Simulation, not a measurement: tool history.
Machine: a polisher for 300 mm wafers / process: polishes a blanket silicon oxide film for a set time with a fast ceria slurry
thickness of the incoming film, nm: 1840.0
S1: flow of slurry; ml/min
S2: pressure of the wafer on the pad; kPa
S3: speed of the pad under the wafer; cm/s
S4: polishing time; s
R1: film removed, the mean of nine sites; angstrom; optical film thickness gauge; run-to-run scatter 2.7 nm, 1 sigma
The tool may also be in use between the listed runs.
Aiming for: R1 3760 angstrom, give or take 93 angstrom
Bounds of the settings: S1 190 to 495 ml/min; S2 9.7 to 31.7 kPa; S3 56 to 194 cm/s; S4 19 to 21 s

run,hour,S1,S2,S3,S4,R1
1,0,320,20.7,124,21,5336.4
2,7.9,320,18.6,124,21,4766
3,11.2,320,17.2,124,21,4488.7
4,19.7,320,22.1,124,21,5677.1
5,28.5,320,20,124,21,5141.6
6,32.7,320,18.6,124,21,4842.5
7,37.6,320,17.2,124,21,4501.5
8,44.2,315,13.1,124,21,3491.8
9,49.7,325,13.1,124,21,3420.2
10,54.8,325,13.8,124,21,3592.8

Which of these 5 next moves meets every target?
A,59.9,305,15.2,112,21,?
B,59.9,370,17.9,98,21,?
C,59.9,320,14.5,116,21,?
D,59.9,300,16.5,108,20,?
E,59.9,310,15.2,114,19,?

move,R1
A,3585
B,3760.9
C,3562.1
D,3578.5
E,3304.4
A: no nearer and no further than the last run
B: every result lands within tolerance
C: lands further from the targets than the last run did
D: lands further from the targets than the last run did
E: lands further from the targets than the last run did
Go with B: it meets all targets.
